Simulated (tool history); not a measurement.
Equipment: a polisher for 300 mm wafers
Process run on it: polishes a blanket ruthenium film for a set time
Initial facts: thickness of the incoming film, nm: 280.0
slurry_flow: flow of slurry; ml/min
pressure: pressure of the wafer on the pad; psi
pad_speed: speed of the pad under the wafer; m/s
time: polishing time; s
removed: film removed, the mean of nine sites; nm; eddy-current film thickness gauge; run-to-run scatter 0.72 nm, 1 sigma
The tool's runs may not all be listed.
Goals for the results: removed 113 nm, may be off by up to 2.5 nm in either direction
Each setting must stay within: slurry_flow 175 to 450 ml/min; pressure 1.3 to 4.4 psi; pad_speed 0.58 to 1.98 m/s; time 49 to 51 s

run 1 hour=0 | slurry_flow=290 pressure=2.8 pad_speed=1.28 time=49 | removed=96.388
run 2 hour=2.8 | slurry_flow=220 pressure=2.8 pad_speed=1.28 time=49 | removed=92.101
run 3 hour=6.5 | slurry_flow=220 pressure=2.8 pad_speed=1.04 time=49 | removed=75.759
run 4 hour=10.1 | slurry_flow=255 pressure=3.1 pad_speed=1.04 time=49 | removed=84.733
run 5 hour=11 | slurry_flow=255 pressure=3.1 pad_speed=1.26 time=49 | removed=104.13
run 6 hour=15.1 | slurry_flow=275 pressure=3.1 pad_speed=1.26 time=49 | removed=103.78
run 7 hour=16.4 | slurry_flow=295 pressure=3.1 pad_speed=1.26 time=49 | removed=103.79
run 8 hour=25 | slurry_flow=300 pressure=3.2 pad_speed=1.26 time=49 | removed=107.4
run 9 hour=27.4 | slurry_flow=305 pressure=3.2 pad_speed=1.26 time=49 | removed=107.53
run 10 hour=28.6 | slurry_flow=310 pressure=3.2 pad_speed=1.26 time=49 | removed=108.79
run 11 hour=33.9 | slurry_flow=315 pressure=3.2 pad_speed=1.26 time=49 | removed=108.97
run 12 hour=39.5 | slurry_flow=320 pressure=3.2 pad_speed=1.26 time=49 | removed=107.76

Which single option among these 5 for the next run brings every result within its allowed miss of target? Just one does.
run A hour=45.1 | slurry_flow=260 pressure=3.3 pad_speed=1.22 time=50 | removed=?
run B hour=45.1 | slurry_flow=315 pressure=3.3 pad_speed=1.28 time=49 | removed=?
run C hour=45.1 | slurry_flow=305 pressure=3.3 pad_speed=1.2 time=50 | removed=?
run D hour=45.1 | slurry_flow=400 pressure=3.9 pad_speed=1 time=50 | removed=?
run E hour=45.1 | slurry_flow=295 pressure=3.5 pad_speed=1.26 time=49 | removed=?

move=A removed=108.42
move=B removed=113.55
move=C removed=108.51
move=D removed=109.56
move=E removed=117.69
A: closer than the last run, but not yet in spec
B: meets every target
C: closer than the last run, but not yet in spec
D: closer than the last run, but not yet in spec
E: the result that was furthest off in the last run now lies on the other side of its target
The move that meets every target is B.

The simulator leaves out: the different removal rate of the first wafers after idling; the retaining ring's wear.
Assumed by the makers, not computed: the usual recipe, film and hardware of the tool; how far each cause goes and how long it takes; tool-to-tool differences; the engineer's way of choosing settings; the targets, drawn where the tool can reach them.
